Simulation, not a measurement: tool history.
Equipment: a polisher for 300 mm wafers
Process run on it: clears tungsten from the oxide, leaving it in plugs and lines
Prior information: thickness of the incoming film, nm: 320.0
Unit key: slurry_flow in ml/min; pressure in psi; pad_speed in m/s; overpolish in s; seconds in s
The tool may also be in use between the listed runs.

run,hour,slurry_flow,pressure,pad_speed,slurry_solids,overpolish,seconds
1,0.0,260,4.5,1.24,1.00,24,53.892
2,6.6,260,5.2,1.26,1.00,24,46.257
3,12.8,260,5.8,1.28,1.00,24,40.833
4,16.0,260,5.8,1.28,0.85,24,41.903
5,22.2,285,5.8,1.28,0.85,24,42.325
6,23.7,285,5.8,1.02,0.85,24,49.016
7,24.9,285,6.2,1.12,0.85,24,43.590

Forecast run 8:
8,32.1,285,6.5,1.20,0.85,24,?

Logged for run 8: seconds 39.540 s.
